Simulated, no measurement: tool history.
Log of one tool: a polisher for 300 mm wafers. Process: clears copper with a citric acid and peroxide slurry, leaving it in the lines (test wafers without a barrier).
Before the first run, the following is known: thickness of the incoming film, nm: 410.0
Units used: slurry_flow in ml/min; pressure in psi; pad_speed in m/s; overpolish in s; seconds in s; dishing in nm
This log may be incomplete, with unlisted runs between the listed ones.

run  hour  slurry_flow  pressure  pad_speed  slurry_solids  overpolish  seconds  dishing
  1     0          250       3.1       1.26              1          26   183.19   41.633
  2   7.9          250       2.4       1.26              1          26   231.55   33.208
  3     9          250       2.4       1.26              1          37   232.51    45.26
  4  10.1          245       2.1       1.14           0.95          29    288.3   29.588
  5  15.1          245       2.1        0.9           0.95          29   363.64   24.222
  6    17          260       1.9        0.9            0.9          23   408.44   17.902
  7  22.6          300       1.8          1            0.8          19   392.43   15.908
  8  29.3          300       1.8          1            0.8          19   392.26   15.905
  9    32          300       1.4       1.04            0.8           8   475.33   5.8346
 10  33.5          315       1.5       1.06            0.8           8   431.24   6.2943
 11  35.5          325       1.6       1.06            0.8           8   412.87   6.6101
 12  40.8          330       1.7       1.06            0.8           8   386.55   6.8541
 13  43.6          325       1.8       1.06            0.8          13   375.47   11.925
 14  44.3          305       1.8       1.06            0.8          13   374.72   11.797
 15  47.4          315       1.7       1.08            0.8          13   386.39   11.509
 16  48.3          290       1.7       1.08           0.85          13   372.02   11.251
 17  57.1          315       1.7       1.08            0.9          13   380.36   11.539

Predict the results of run 18:
 18  59.6          290       1.7       1.08            0.9          13        ?        ?

Run 18 gave seconds 380.03 s, dishing 11.269 nm.
